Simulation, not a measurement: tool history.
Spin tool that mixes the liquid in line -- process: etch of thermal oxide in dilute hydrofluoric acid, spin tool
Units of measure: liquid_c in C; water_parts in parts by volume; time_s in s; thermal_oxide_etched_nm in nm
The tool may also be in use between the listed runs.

| run | day | liquid_c | water_parts | time_s | thermal_oxide_etched_nm |
|---|---|---|---|---|---|
| 1 | 0 | 21 | 125 | 320 | 9.8917 |
| 2 | 0.258 | 21 | 100 | 320 | 12.841 |
| 3 | 0.567 | 22 | 100 | 320 | 13.267 |
| 4 | 0.888 | 23 | 100 | 320 | 13.783 |
| 5 | 1.162 | 24 | 100 | 320 | 14.351 |
| 6 | 1.488 | 22 | 100 | 320 | 13.403 |
| 7 | 1.758 | 26 | 95 | 320 | 16.49 |

Run 8 has not been measured yet. What should we expect?
|  | 1.817 | thermometer replaced |
| 8 | 1.817 | 26.5 | 95 | 320 | ? |

Run 8 gave thermal_oxide_etched_nm 18.304 nm.
